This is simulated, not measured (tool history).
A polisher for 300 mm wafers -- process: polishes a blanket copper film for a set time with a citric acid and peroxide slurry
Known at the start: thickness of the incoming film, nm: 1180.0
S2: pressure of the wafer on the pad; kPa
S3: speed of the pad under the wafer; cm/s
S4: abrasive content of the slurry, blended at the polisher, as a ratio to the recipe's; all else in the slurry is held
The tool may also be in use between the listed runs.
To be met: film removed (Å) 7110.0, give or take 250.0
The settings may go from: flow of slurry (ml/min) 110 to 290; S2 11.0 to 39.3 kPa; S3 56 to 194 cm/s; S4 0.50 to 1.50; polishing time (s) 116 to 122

Run 1, hour 0.0: flow of slurry (ml/min) 185, S2 24.8 kPa, S3 124 cm/s, S4 1.00, polishing time (s) 116. Result: film removed (Å) 4008.9.
Run 2, hour 4.1: flow of slurry (ml/min) 205, S2 24.8 kPa, S3 124 cm/s, S4 1.00, polishing time (s) 116. Result: film removed (Å) 4102.7.
Run 3, hour 10.6: flow of slurry (ml/min) 205, S2 24.8 kPa, S3 124 cm/s, S4 1.10, polishing time (s) 116. Result: film removed (Å) 4152.7.
Run 4, hour 15.8: flow of slurry (ml/min) 205, S2 24.8 kPa, S3 152 cm/s, S4 1.10, polishing time (s) 116. Result: film removed (Å) 4927.8.
Run 5, hour 16.7: flow of slurry (ml/min) 205, S2 24.8 kPa, S3 152 cm/s, S4 1.10, polishing time (s) 122. Result: film removed (Å) 5271.0.
Run 6, hour 23.5: flow of slurry (ml/min) 205, S2 24.8 kPa, S3 126 cm/s, S4 1.10, polishing time (s) 122. Result: film removed (Å) 4439.0.
Run 7, hour 28.3: flow of slurry (ml/min) 205, S2 26.2 kPa, S3 126 cm/s, S4 1.10, polishing time (s) 122. Result: film removed (Å) 4701.1.
Run 8, hour 32.3: flow of slurry (ml/min) 205, S2 27.6 kPa, S3 126 cm/s, S4 1.10, polishing time (s) 122. Result: film removed (Å) 4980.6.
Run 9, hour 33.6: flow of slurry (ml/min) 205, S2 29.0 kPa, S3 126 cm/s, S4 1.10, polishing time (s) 122. Result: film removed (Å) 5235.8.
Run 10, hour 40.9: flow of slurry (ml/min) 205, S2 30.3 kPa, S3 126 cm/s, S4 1.10, polishing time (s) 122. Result: film removed (Å) 5376.5.
Run 11, hour 44.7: flow of slurry (ml/min) 205, S2 30.3 kPa, S3 126 cm/s, S4 1.10, polishing time (s) 122. Result: film removed (Å) 5427.0.
Run 12, hour 49.7: flow of slurry (ml/min) 205, S2 31.7 kPa, S3 126 cm/s, S4 1.10, polishing time (s) 122. Result: film removed (Å) 5621.3.
Run 13, hour 57.5: flow of slurry (ml/min) 205, S2 32.4 kPa, S3 126 cm/s, S4 1.10, polishing time (s) 122. Result: film removed (Å) 5752.7.
Run 14, hour 58.9: flow of slurry (ml/min) 205, S2 33.1 kPa, S3 126 cm/s, S4 1.10, polishing time (s) 122. Result: film removed (Å) 5884.4.
Run 15, hour 64.6: flow of slurry (ml/min) 205, S2 33.8 kPa, S3 126 cm/s, S4 1.10, polishing time (s) 122. Result: film removed (Å) 6001.7.
Run 16, hour 69.6: flow of slurry (ml/min) 205, S2 34.5 kPa, S3 126 cm/s, S4 1.10, polishing time (s) 122. Result: film removed (Å) 6134.4.
Run 17, hour 73.9: flow of slurry (ml/min) 205, S2 35.2 kPa, S3 126 cm/s, S4 1.10, polishing time (s) 122. Result: film removed (Å) 6255.6.
Run 18, hour 79.3: flow of slurry (ml/min) 205, S2 35.9 kPa, S3 126 cm/s, S4 1.10, polishing time (s) 122. Result: film removed (Å) 6326.8.
Run 19, hour 82.8: flow of slurry (ml/min) 205, S2 36.5 kPa, S3 126 cm/s, S4 1.10, polishing time (s) 122. Result: film removed (Å) 6534.4.
Run 20, hour 83.3: flow of slurry (ml/min) 210, S2 37.9 kPa, S3 126 cm/s, S4 1.10, polishing time (s) 122. Result: film removed (Å) 6797.2.
Run 21, hour 91.9: flow of slurry (ml/min) 210, S2 38.6 kPa, S3 126 cm/s, S4 1.10, polishing time (s) 122. Result: film removed (Å) 6979.3.

Exactly one of the 5 candidate moves below puts every result within its allowed miss. Which one?
Run A, hour 100.5: flow of slurry (ml/min) 190, S2 36.5 kPa, S3 130 cm/s, S4 1.10, polishing time (s) 122. Result: film removed (Å) ?.
Run B, hour 100.5: flow of slurry (ml/min) 245, S2 38.6 kPa, S3 116 cm/s, S4 1.25, polishing time (s) 121. Result: film removed (Å) ?.
Run C, hour 100.5: flow of slurry (ml/min) 245, S2 37.9 kPa, S3 136 cm/s, S4 0.90, polishing time (s) 116. Result: film removed (Å) ?.
Run D, hour 100.5: flow of slurry (ml/min) 235, S2 36.5 kPa, S3 132 cm/s, S4 1.25, polishing time (s) 122. Result: film removed (Å) ?.
Run E, hour 100.5: flow of slurry (ml/min) 225, S2 33.1 kPa, S3 150 cm/s, S4 1.25, polishing time (s) 116. Result: film removed (Å) ?.

move  film removed (Å)
   A            6634.0
   B            6684.5
   C            6690.3
   D            7080.1
   E            6777.8
A: misses by more than the last run did
B: misses by more than the last run did
C: misses by more than the last run did
D: in spec on every target
E: misses by more than the last run did
D is the move that brings every result within its allowed miss.
